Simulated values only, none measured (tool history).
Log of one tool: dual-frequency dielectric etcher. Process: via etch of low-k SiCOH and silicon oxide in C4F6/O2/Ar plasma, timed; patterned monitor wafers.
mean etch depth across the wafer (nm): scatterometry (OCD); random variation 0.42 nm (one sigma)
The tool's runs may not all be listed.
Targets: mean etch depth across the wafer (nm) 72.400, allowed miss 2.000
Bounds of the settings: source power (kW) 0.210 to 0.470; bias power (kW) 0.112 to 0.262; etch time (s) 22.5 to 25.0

run	hour	source power (kW)	bias power (kW)	etch time (s)	mean etch depth across the wafer (nm)
1	0.0	0.340	0.187	25.0	64.110
2	8.9	0.360	0.192	25.0	65.470
3	17.3	0.360	0.160	25.0	63.120
4	21.5	0.360	0.187	25.0	65.505
5	27.8	0.360	0.187	22.5	59.901
6	31.9	0.360	0.167	22.5	57.738
7	37.3	0.380	0.183	23.0	61.938
8	45.9	0.390	0.194	23.5	63.969
9	47.0	0.450	0.229	25.0	75.804
10	55.9	0.440	0.227	25.0	75.267

5 next moves are on the table. One of them brings every result within its allowed miss. Which?
A	64.8	0.410	0.236	23.5	?
B	64.8	0.470	0.237	24.5	?
C	64.8	0.420	0.226	24.5	?
D	64.8	0.430	0.227	23.0	?
E	64.8	0.450	0.239	25.0	?

move	mean etch depth across the wafer (nm)
A	68.368
B	75.595
C	71.231
D	67.615
E	75.899
A: takes the result that was furthest off past its target
B: further off than the last run
C: meets every target
D: takes the result that was furthest off past its target
E: further off than the last run
Move C is the one to make.

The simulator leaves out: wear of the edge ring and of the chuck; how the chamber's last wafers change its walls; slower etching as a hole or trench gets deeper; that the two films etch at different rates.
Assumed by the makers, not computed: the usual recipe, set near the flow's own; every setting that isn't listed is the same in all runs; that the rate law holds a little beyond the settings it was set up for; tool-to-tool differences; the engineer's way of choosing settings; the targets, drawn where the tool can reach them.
